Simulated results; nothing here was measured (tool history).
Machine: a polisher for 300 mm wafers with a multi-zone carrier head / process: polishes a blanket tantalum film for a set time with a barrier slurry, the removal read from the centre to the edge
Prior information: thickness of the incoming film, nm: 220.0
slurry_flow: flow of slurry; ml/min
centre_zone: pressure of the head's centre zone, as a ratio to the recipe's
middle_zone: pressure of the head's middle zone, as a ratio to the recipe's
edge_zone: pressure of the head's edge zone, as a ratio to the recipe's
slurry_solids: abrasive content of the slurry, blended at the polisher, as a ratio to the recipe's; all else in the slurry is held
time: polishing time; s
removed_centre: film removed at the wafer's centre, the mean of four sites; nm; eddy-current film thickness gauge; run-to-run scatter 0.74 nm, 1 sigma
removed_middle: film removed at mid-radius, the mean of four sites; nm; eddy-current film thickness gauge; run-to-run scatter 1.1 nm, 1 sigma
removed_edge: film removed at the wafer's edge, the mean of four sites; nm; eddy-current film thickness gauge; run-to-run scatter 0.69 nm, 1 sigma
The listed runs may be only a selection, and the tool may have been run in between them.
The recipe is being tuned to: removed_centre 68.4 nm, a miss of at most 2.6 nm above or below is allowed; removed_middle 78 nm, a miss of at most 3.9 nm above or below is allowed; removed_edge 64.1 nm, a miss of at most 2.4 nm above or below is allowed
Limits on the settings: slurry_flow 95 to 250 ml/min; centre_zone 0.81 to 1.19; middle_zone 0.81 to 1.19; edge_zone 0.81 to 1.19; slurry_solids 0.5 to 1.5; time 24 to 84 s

run,day,slurry_flow,centre_zone,middle_zone,edge_zone,slurry_solids,time,removed_centre,removed_middle,removed_edge
1,0,160,1,1,1,1,54,87.804,90.604,87.384
2,0.15,160,0.92,1,1,1,54,81.266,90.961,86.399
3,0.238,160,0.92,1.01,0.98,0.95,53,77.354,87.104,84.489
4,0.579,160,0.92,1.01,1.06,0.95,53,77.099,87.917,86.912
5,0.638,160,0.92,1.01,1.12,0.95,53,78.697,88.566,91.256
6,0.867,160,0.93,1.02,1.08,0.9,52,76.915,85.358,87.552
7,1.021,160,0.93,1.02,1.04,0.95,51,76.364,84.24,84.596
8,1.146,160,0.93,1.02,1.01,1,49,72.938,80.076,81.352
9,1.262,150,0.93,1,0.98,0.95,50,75.049,81.282,81.23
10,1.604,145,0.96,1.1,0.88,0.7,45,64.015,71.987,63.432
11,1.692,150,0.96,1.11,0.88,0.7,45,64.704,73.999,62.705
12,2.033,155,0.96,1.11,0.88,0.7,45,65.003,74.06,63.521

Consider the 5 candidate settings below. Which is the only one whose results all fall within their allowed miss of target?
A,2.375,150,1.02,1.04,0.9,0.65,46,?,?,?
B,2.375,140,0.99,1.12,0.83,0.7,47,?,?,?
C,2.375,135,0.88,1.19,0.85,0.75,46,?,?,?
D,2.375,140,0.95,1.08,0.91,0.65,50,?,?,?
E,2.375,155,0.93,1.08,0.92,0.8,42,?,?,?

move,removed_centre,removed_middle,removed_edge
A,68.108,69.11,63.949
B,68.103,75.805,63.66
C,60.098,79.076,63.76
D,68.246,76.729,69.29
E,60.26,69.041,62.379
A: brings the result that was furthest off to its target, and leaves another outside
B: every result within its allowed miss
C: its largest miss is bigger than the last run's
D: brings the result that was furthest off to its target, and leaves another outside
E: its largest miss is bigger than the last run's
B is the move that brings every result within its allowed miss.
